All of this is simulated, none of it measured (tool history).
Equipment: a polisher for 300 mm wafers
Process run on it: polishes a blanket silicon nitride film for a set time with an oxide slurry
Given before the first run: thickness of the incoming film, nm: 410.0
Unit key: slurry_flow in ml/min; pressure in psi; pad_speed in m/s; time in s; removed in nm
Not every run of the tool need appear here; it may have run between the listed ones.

run,day,slurry_flow,pressure,pad_speed,slurry_solids,time,removed
1,0,295,3,1.22,1,42,26.286
2,0.362,295,2.5,1.12,1,42,21.111
3,0.688,295,2.1,1.04,1,42,17.235
4,0.979,295,1.9,1.02,1,42,15.647
5,1.188,295,1.9,1.02,1.15,42,16.485
6,1.454,295,2.6,1.02,1.15,42,22.129
7,1.633,295,2.2,0.98,1.15,42,18.215
8,1.729,295,1.9,0.96,1.15,42,16.019

The next listed run, before its measurement:
9,1.921,295,1.7,0.94,1.15,42,?

{"run 9": {"removed": 14.474}}
